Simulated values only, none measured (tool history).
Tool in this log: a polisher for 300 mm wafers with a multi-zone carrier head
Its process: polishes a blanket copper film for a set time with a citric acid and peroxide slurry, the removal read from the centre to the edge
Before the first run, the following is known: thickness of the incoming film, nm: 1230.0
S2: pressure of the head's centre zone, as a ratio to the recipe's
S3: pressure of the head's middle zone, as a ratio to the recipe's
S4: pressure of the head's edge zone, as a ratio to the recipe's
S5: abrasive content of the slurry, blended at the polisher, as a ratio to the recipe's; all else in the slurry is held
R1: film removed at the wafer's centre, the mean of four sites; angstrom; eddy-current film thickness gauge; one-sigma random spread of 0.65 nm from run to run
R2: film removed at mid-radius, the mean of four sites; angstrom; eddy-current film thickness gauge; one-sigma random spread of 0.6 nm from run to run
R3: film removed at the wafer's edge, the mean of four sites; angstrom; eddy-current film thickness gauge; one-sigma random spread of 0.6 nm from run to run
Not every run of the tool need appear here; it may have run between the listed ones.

Run 1, hour 0.0: flow of slurry (ml/min) 260, S2 1.00, S3 1.00, S4 1.00, S5 1.00, polishing time (s) 40. Result: R1 797.99 angstrom, R2 793.70 angstrom, R3 757.32 angstrom.
Run 2, hour 4.7: flow of slurry (ml/min) 260, S2 1.00, S3 1.07, S4 1.00, S5 1.00, polishing time (s) 40. Result: R1 787.91 angstrom, R2 841.19 angstrom, R3 762.10 angstrom.
Run 3, hour 8.0: flow of slurry (ml/min) 255, S2 0.98, S3 1.03, S4 0.99, S5 0.90, polishing time (s) 37. Result: R1 683.54 angstrom, R2 728.36 angstrom, R3 683.45 angstrom.
Run 4, hour 9.8: flow of slurry (ml/min) 255, S2 0.98, S3 0.96, S4 0.99, S5 0.90, polishing time (s) 37. Result: R1 679.70 angstrom, R2 684.50 angstrom, R3 689.46 angstrom.
Run 5, hour 10.9: flow of slurry (ml/min) 255, S2 0.98, S3 1.00, S4 0.99, S5 0.90, polishing time (s) 37. Result: R1 691.53 angstrom, R2 713.44 angstrom, R3 690.38 angstrom.
Run 6, hour 17.3: flow of slurry (ml/min) 255, S2 0.90, S3 1.00, S4 0.99, S5 0.90, polishing time (s) 37. Result: R1 652.79 angstrom, R2 701.38 angstrom, R3 682.00 angstrom.
Run 7, hour 21.1: flow of slurry (ml/min) 260, S2 0.92, S3 0.98, S4 0.96, S5 0.80, polishing time (s) 35. Result: R1 598.54 angstrom, R2 638.40 angstrom, R3 618.43 angstrom.

For run 8, what comes out?
Run 8, hour 28.4: flow of slurry (ml/min) 250, S2 0.97, S3 0.88, S4 0.86, S5 0.55, polishing time (s) 29. Result: R1 ?, R2 ?, R3 ?.

R1: 452.33 angstrom
R2: 428.82 angstrom
R3: 415.36 angstrom
